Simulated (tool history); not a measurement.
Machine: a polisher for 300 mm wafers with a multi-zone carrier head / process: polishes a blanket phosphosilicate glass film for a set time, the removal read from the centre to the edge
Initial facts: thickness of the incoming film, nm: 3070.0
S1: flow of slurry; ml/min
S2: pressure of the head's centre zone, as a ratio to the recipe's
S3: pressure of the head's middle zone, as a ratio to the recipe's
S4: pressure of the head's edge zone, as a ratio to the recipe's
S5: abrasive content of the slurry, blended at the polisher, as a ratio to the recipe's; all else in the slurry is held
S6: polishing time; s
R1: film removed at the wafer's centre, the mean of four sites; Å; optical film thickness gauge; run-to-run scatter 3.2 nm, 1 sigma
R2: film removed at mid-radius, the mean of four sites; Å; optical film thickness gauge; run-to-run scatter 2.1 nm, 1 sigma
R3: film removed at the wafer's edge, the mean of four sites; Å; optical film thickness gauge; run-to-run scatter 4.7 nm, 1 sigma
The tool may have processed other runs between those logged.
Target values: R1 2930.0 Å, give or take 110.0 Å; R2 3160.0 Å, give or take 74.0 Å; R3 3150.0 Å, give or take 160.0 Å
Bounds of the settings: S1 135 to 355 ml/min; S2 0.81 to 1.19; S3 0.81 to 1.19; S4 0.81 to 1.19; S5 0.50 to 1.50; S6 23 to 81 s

run    day   S1    S2    S3    S4    S5  S6      R1      R2      R3
  1  0.000  225  1.00  1.00  1.00  1.00  52  4588.2  4800.8  4700.6
  2  0.254  225  0.95  1.00  1.00  1.00  52  4340.2  4699.5  4708.0
  3  0.604  265  0.95  1.00  1.00  1.00  52  4406.6  4816.1  4847.9
  4  0.883  300  0.95  1.00  1.00  1.00  52  4464.4  4914.0  4820.5
  5  1.254  300  0.94  0.99  0.98  0.90  51  4248.4  4533.3  4497.9
  6  1.421  300  0.94  0.93  0.98  0.90  51  4112.1  4336.8  4500.5
  7  1.742  295  0.92  0.93  0.95  0.85  50  3936.2  4142.8  4233.3
     1.792  -- centre zone pressure recalibrated
  8  1.792  290  0.90  0.93  0.93  0.80  49  3761.3  3886.1  4025.6
  9  2.092  295  0.89  0.94  0.93  0.75  48  3558.0  3801.5  3846.4
 10  2.325  235  0.84  0.88  0.83  0.50  48  2852.3  3018.2  3062.1

Which of these 4 next moves meets every target?
  A  2.558  185  0.84  0.90  0.83  0.50  50   ?   ?   ?
  B  2.558  250  0.85  0.83  0.83  0.55  47   ?   ?   ?
  C  2.558  235  0.87  0.88  0.81  0.55  43   ?   ?   ?
  D  2.558  260  0.83  0.98  0.86  0.60  45   ?   ?   ?

move      R1      R2      R3
   A  2945.3  3164.8  3136.2
   B  2997.4  2968.4  3124.6
   C  2791.0  2833.5  2814.6
   D  2909.6  3383.1  3142.7
A: all results in spec
B: the biggest miss grows against the last run
C: the biggest miss grows against the last run
D: pushes the last run's worst result past its target
A meets every target.
